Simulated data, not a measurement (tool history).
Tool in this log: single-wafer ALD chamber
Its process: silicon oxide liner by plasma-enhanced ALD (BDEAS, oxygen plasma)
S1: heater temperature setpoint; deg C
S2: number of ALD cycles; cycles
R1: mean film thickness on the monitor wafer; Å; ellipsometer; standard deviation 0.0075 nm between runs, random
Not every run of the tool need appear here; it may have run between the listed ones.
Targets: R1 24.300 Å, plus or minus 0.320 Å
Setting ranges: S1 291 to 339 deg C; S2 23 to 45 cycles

Run 1, hour 0.0: S1 315 deg C, S2 34 cycles. Result: R1 30.982 Å.
Run 2, hour 5.5: S1 316 deg C, S2 32 cycles. Result: R1 29.333 Å.
Run 3, hour 11.3: S1 306 deg C, S2 32 cycles. Result: R1 29.849 Å.
Run 4, hour 15.8: S1 309 deg C, S2 31 cycles. Result: R1 28.610 Å.
Run 5, hour 19.4: S1 311 deg C, S2 30 cycles. Result: R1 27.625 Å.
Run 6, hour 28.1: S1 311 deg C, S2 28 cycles. Result: R1 25.740 Å.
Run 7, hour 34.6: S1 311 deg C, S2 28 cycles. Result: R1 25.691 Å.
Run 8, hour 37.8: S1 314 deg C, S2 28 cycles. Result: R1 25.726 Å.
Run 9, hour 41.0: S1 315 deg C, S2 28 cycles. Result: R1 25.488 Å.
Run 10, hour 42.5: S1 317 deg C, S2 28 cycles. Result: R1 25.428 Å.
Run 11, hour 49.8: S1 319 deg C, S2 28 cycles. Result: R1 25.485 Å.

5 next moves are on the table. One of them brings every result within its allowed miss. Which?
Run A, hour 57.1: S1 318 deg C, S2 29 cycles. Result: R1 ?.
Run B, hour 57.1: S1 325 deg C, S2 29 cycles. Result: R1 ?.
Run C, hour 57.1: S1 322 deg C, S2 27 cycles. Result: R1 ?.
Run D, hour 57.1: S1 316 deg C, S2 26 cycles. Result: R1 ?.
Run E, hour 57.1: S1 325 deg C, S2 30 cycles. Result: R1 ?.

move      R1
   A  26.421
   B  26.122
   C  24.440
   D  23.765
   E  27.023
A: its largest miss is bigger than the last run's
B: its largest miss is bigger than the last run's
C: in spec on every target
D: the result that was furthest off in the last run now lies on the other side of its target
E: its largest miss is bigger than the last run's
C meets every target.
